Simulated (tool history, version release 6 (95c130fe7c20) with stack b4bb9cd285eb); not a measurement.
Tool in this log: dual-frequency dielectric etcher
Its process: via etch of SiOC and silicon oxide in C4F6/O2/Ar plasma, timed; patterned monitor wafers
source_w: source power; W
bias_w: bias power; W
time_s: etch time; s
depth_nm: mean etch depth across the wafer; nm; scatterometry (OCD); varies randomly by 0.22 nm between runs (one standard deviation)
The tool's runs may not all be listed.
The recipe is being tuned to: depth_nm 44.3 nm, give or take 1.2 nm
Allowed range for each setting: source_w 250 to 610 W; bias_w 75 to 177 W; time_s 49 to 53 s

{"run": 1, "hour": 0.0, "source_w": 430, "bias_w": 126, "time_s": 53, "depth_nm": 52.04}
{"run": 2, "hour": 6.8, "source_w": 390, "bias_w": 122, "time_s": 53, "depth_nm": 49.847}
{"run": 3, "hour": 13.2, "source_w": 360, "bias_w": 119, "time_s": 53, "depth_nm": 48.442}
{"run": 4, "hour": 19.9, "source_w": 440, "bias_w": 119, "time_s": 53, "depth_nm": 51.763}
{"run": 5, "hour": 23.9, "source_w": 400, "bias_w": 114, "time_s": 52.5, "depth_nm": 48.672}
{"run": 6, "hour": 26.3, "source_w": 400, "bias_w": 101, "time_s": 52.5, "depth_nm": 47.931}
{"run": 7, "hour": 32.8, "source_w": 380, "bias_w": 99, "time_s": 52.5, "depth_nm": 46.349}
{"run": 8, "hour": 38.4, "source_w": 370, "bias_w": 98, "time_s": 52.5, "depth_nm": 45.814}

4 candidate next runs follow, results not yet known. Just one meets every target within its allowed miss. Identify it.
{"run": "A", "hour": 44.0, "source_w": 430, "bias_w": 104, "time_s": 50.5, "depth_nm": "?"}
{"run": "B", "hour": 44.0, "source_w": 380, "bias_w": 110, "time_s": 49, "depth_nm": "?"}
{"run": "C", "hour": 44.0, "source_w": 360, "bias_w": 107, "time_s": 53, "depth_nm": "?"}
{"run": "D", "hour": 44.0, "source_w": 420, "bias_w": 88, "time_s": 53, "depth_nm": "?"}

move=A depth_nm=47.096
move=B depth_nm=44.287
move=C depth_nm=46.691
move=D depth_nm=47.244
A: moves away from the targets compared with the last run
B: all results land within tolerance of their targets
C: moves away from the targets compared with the last run
D: moves away from the targets compared with the last run
B meets every target.
